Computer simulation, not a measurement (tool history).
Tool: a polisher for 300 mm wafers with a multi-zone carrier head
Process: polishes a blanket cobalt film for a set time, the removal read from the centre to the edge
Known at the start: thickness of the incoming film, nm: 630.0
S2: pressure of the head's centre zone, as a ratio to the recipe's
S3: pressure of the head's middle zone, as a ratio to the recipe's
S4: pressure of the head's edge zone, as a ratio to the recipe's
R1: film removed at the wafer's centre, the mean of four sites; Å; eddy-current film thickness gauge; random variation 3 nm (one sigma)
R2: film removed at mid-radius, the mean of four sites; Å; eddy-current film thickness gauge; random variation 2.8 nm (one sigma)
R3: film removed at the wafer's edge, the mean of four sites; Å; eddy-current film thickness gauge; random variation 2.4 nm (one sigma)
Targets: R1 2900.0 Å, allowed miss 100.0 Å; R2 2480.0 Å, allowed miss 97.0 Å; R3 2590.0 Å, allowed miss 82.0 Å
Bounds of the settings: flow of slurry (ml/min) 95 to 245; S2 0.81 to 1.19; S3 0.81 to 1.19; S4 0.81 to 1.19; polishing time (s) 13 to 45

run 1 hour=0.0 | flow_of_slurry_(ml/min)=155 S2=1.00 S3=1.00 S4=1.00 polishing_time_(s)=29 | R1=2366.8 R2=2423.0 R3=2333.2
run 2 hour=4.2 | flow_of_slurry_(ml/min)=155 S2=1.00 S3=1.00 S4=0.92 polishing_time_(s)=29 | R1=2319.7 R2=2457.3 R3=2289.5
run 3 hour=13.0 | flow_of_slurry_(ml/min)=155 S2=1.03 S3=1.00 S4=0.92 polishing_time_(s)=29 | R1=2393.1 R2=2385.9 R3=2288.1
run 4 hour=13.9 | flow_of_slurry_(ml/min)=165 S2=1.04 S3=0.99 S4=0.94 polishing_time_(s)=29 | R1=2441.8 R2=2411.0 R3=2298.2
run 5 hour=17.9 | flow_of_slurry_(ml/min)=195 S2=1.04 S3=0.99 S4=0.94 polishing_time_(s)=29 | R1=2549.1 R2=2507.8 R3=2364.0
run 6 hour=24.5 | flow_of_slurry_(ml/min)=195 S2=1.04 S3=0.99 S4=0.94 polishing_time_(s)=24 | R1=2145.4 R2=2057.8 R3=1965.6
run 7 hour=31.1 | flow_of_slurry_(ml/min)=195 S2=1.05 S3=0.98 S4=0.96 polishing_time_(s)=25 | R1=2186.5 R2=2117.6 R3=2029.6
run 8 hour=39.4 | flow_of_slurry_(ml/min)=195 S2=1.05 S3=0.98 S4=0.96 polishing_time_(s)=25 | R1=2193.1 R2=2117.8 R3=2048.9

Which of these 5 next moves meets every target?
run A hour=47.7 | flow_of_slurry_(ml/min)=180 S2=1.04 S3=0.97 S4=0.94 polishing_time_(s)=31 | R1=? R2=? R3=?
run B hour=47.7 | flow_of_slurry_(ml/min)=190 S2=1.13 S3=0.91 S4=0.99 polishing_time_(s)=31 | R1=? R2=? R3=?
run C hour=47.7 | flow_of_slurry_(ml/min)=200 S2=1.06 S3=0.99 S4=0.93 polishing_time_(s)=28 | R1=? R2=? R3=?
run D hour=47.7 | flow_of_slurry_(ml/min)=195 S2=1.00 S3=0.81 S4=1.05 polishing_time_(s)=29 | R1=? R2=? R3=?
run E hour=47.7 | flow_of_slurry_(ml/min)=195 S2=0.87 S3=0.99 S4=1.05 polishing_time_(s)=26 | R1=? R2=? R3=?

move=A R1=2704.7 R2=2544.1 R3=2489.9
move=B R1=2919.7 R2=2436.4 R3=2554.9
move=C R1=2528.4 R2=2376.2 R3=2268.2
move=D R1=2485.9 R2=2086.9 R3=2452.9
move=E R1=2001.6 R2=2199.4 R3=2194.0
A: nearer than the last run, and not there yet
B: meets every target
C: nearer than the last run, and not there yet
D: nearer than the last run, and not there yet
E: further off than the last run
Answer: B
